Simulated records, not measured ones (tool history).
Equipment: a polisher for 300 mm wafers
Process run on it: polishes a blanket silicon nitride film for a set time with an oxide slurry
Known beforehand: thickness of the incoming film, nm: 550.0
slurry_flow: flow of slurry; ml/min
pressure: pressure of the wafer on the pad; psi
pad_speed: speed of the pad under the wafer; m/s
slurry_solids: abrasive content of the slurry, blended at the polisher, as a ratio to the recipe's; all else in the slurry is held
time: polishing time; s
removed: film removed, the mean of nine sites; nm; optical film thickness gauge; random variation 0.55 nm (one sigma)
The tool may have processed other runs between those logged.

| run | hour | slurry_flow | pressure | pad_speed | slurry_solids | time | removed |
|---|---|---|---|---|---|---|---|
| 1 | 0 | 210 | 4.8 | 0.92 | 1 | 29 | 26.956 |
| 2 | 3.8 | 210 | 4.8 | 1.04 | 1 | 29 | 29.487 |
| 3 | 8.5 | 210 | 4.1 | 1.04 | 1 | 29 | 26.222 |
| 4 | 13.8 | 210 | 5.1 | 1.06 | 1 | 29 | 31.932 |
| 5 | 15.6 | 210 | 5.8 | 1.06 | 1 | 29 | 35.785 |
|  | 22.3 | slurry nozzle cleaned |
| 6 | 22.3 | 210 | 6.3 | 1.08 | 1 | 29 | 39.425 |
| 7 | 28.3 | 210 | 6.7 | 1.1 | 1 | 29 | 42.204 |

What does the tool deliver on the next run?
| 8 | 30.9 | 210 | 6.9 | 1.12 | 1 | 29 | ? |

Logged for run 8: removed 44.16 nm.
